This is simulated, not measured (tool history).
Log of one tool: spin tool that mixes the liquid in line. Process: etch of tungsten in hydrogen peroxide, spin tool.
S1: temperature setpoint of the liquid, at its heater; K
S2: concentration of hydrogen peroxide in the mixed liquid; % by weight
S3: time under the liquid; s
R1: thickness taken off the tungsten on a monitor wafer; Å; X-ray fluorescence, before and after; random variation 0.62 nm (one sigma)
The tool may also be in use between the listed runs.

run 1 hour=0.0 | S1=323.15 S2=16 S3=60 | R1=436.06
run 2 hour=5.4 | S1=327.15 S2=16 S3=60 | R1=554.28
run 3 hour=10.1 | S1=327.15 S2=16 S3=60 | R1=561.59
run 4 hour=14.6 | S1=330.15 S2=16 S3=60 | R1=652.70
run 5 hour=19.8 | S1=330.15 S2=16 S3=60 | R1=666.17
run 6 hour=23.3 | S1=330.15 S2=13 S3=60 | R1=599.08
run 7 hour=30.3 | S1=330.65 S2=13 S3=60 | R1=611.21

The next listed run, before its measurement:
run 8 hour=36.6 | S1=331.15 S2=13 S3=60 | R1=?

{"run 8": {"R1": 633.7}}
